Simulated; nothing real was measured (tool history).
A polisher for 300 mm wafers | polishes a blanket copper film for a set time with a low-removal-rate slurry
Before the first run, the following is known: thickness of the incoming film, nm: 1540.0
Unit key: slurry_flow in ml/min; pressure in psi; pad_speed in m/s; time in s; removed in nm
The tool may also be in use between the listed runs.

run,hour,slurry_flow,pressure,pad_speed,slurry_solids,time,removed
1,0.0,135,3.5,1.36,1.0,46,253.71
2,0.8,135,2.7,1.36,1.0,46,192.92
3,8.2,105,2.7,1.36,1.0,46,185.99
4,13.5,105,3.2,1.38,1.0,46,221.22
5,15.3,110,3.5,1.40,1.0,46,238.64
6,18.1,120,3.7,1.40,1.0,46,256.36
7,23.7,125,3.9,1.40,1.0,46,275.93

What will run 8 give?
8,24.5,130,4.0,1.40,1.0,46,?

removed: 279.25 nm
